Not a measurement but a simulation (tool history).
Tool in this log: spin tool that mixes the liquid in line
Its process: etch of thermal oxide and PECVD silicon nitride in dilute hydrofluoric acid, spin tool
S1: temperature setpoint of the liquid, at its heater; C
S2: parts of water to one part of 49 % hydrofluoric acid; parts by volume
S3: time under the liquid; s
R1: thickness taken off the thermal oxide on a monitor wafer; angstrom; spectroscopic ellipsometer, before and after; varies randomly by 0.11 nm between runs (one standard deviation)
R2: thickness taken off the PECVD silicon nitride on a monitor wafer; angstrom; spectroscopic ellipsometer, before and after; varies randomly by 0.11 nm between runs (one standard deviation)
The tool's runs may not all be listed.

run	hour	S1	S2	S3	R1	R2
1	0	22	205	180	32.854	41.265
2	8.8	22	205	210	38.084	48.594
3	11.2	20	205	210	35.339	42.556
4	12	20	205	245	42.41	50.059
5	18.4	20	205	195	32.849	39.135
6	20.9	23.5	205	195	37.852	49.419
7	25.4	24	180	195	44.726	57.608

For run 8, what comes out?
8	28.5	27.5	100	180	?	?

R1: 94.557 angstrom
R2: 121.13 angstrom
